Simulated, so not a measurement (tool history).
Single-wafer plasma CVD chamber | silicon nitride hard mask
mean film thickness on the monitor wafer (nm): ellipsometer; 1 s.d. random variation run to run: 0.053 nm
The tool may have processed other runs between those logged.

run  hour  heater temperature setpoint (K)  chamber pressure (Pa)  RF power (W)  deposition time (s)  mean film thickness on the monitor wafer (nm)
  1   0.0                           683.15                    255           245                 24.2                                         23.412
  2   0.8                           675.15                    255           245                 24.2                                         23.594
  3   3.4                           675.15                    247           245                 24.2                                         23.510
  4   5.1                           683.15                    247           245                 24.2                                         23.350
  5  12.5                           683.15                    241           240                 24.2                                         22.908
  6  18.7                           683.15                    285           240                 24.2                                         23.483

Run 7, settings as shown, results not yet in. Your forecast:
     26.9  -- capacitance manometer re-zeroed and calibrated
  7  26.9                           683.15                    280           235                 24.2                                              ?

For run 7 the tool returned mean film thickness on the monitor wafer (nm) 22.857.

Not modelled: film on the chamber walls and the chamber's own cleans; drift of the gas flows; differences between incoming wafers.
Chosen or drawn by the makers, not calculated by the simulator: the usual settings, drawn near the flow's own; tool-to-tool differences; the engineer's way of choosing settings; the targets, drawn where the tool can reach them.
